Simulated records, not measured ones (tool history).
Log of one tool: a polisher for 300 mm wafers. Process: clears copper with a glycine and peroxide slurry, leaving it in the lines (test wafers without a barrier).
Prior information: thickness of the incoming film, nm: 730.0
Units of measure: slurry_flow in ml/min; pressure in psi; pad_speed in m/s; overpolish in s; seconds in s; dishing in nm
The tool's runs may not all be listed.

{"run": 1, "hour": 0.0, "slurry_flow": 135, "pressure": 3.2, "pad_speed": 1.28, "overpolish": 29, "seconds": 91.567, "dishing": 78.021}
{"run": 2, "hour": 6.2, "slurry_flow": 165, "pressure": 3.2, "pad_speed": 1.28, "overpolish": 29, "seconds": 88.569, "dishing": 80.676}
{"run": 3, "hour": 11.1, "slurry_flow": 165, "pressure": 2.8, "pad_speed": 1.22, "overpolish": 31, "seconds": 103.36, "dishing": 75.928}
{"run": 4, "hour": 16.1, "slurry_flow": 165, "pressure": 2.8, "pad_speed": 1.22, "overpolish": 20, "seconds": 108.38, "dishing": 62.903}
{"run": 5, "hour": 19.1, "slurry_flow": 165, "pressure": 2.5, "pad_speed": 1.16, "overpolish": 25, "seconds": 117.46, "dishing": 65.149}
{"run": 6, "hour": 25.2, "slurry_flow": 165, "pressure": 2.5, "pad_speed": 1.04, "overpolish": 25, "seconds": 133.02, "dishing": 63.402}
{"run": 7, "hour": 27.9, "slurry_flow": 165, "pressure": 2.3, "pad_speed": 1, "overpolish": 28, "seconds": 145.34, "dishing": 64.045}

Predict the results of run 8:
{"run": 8, "hour": 29.5, "slurry_flow": 165, "pressure": 2.2, "pad_speed": 0.98, "overpolish": 31, "seconds": "?", "dishing": "?"}

{"run 8": {"seconds": 156.51, "dishing": 65.466}}
